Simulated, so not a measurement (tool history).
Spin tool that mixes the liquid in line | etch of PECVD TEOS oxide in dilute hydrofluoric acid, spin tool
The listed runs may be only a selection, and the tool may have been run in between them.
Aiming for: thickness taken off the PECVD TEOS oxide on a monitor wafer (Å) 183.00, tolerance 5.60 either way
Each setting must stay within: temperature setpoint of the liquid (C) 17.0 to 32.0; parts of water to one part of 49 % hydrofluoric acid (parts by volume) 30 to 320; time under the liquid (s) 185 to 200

| run | hour | temperature setpoint of the liquid (C) | parts of water to one part of 49 % hydrofluoric acid (parts by volume) | time under the liquid (s) | thickness taken off the PECVD TEOS oxide on a monitor wafer (Å) |
|---|---|---|---|---|---|
| 1 | 0.0 | 24.0 | 175 | 185 | 138.57 |
| 2 | 3.7 | 25.5 | 175 | 185 | 144.08 |
| 3 | 9.8 | 23.0 | 175 | 185 | 131.55 |
| 4 | 13.5 | 25.0 | 175 | 185 | 143.46 |
| 5 | 18.5 | 27.0 | 175 | 185 | 153.87 |
| 6 | 26.0 | 28.0 | 175 | 185 | 156.25 |
| 7 | 35.0 | 29.0 | 175 | 185 | 166.71 |
| 8 | 36.4 | 29.5 | 175 | 185 | 167.05 |
| 9 | 39.9 | 30.0 | 175 | 185 | 171.47 |

4 next moves are on the table. One of them brings every result within its allowed miss. Which?
| A | 43.4 | 31.0 | 190 | 185 | ? |
| B | 43.4 | 31.0 | 185 | 185 | ? |
| C | 43.4 | 29.0 | 175 | 185 | ? |
| D | 43.4 | 29.0 | 170 | 200 | ? |

| move | thickness taken off the PECVD TEOS oxide on a monitor wafer (Å) |
|---|---|
| A | 160.26 |
| B | 165.60 |
| C | 165.02 |
| D | 184.73 |
A: the biggest miss grows against the last run
B: the biggest miss grows against the last run
C: the biggest miss grows against the last run
D: each result inside its tolerance
Move D is the one to make.
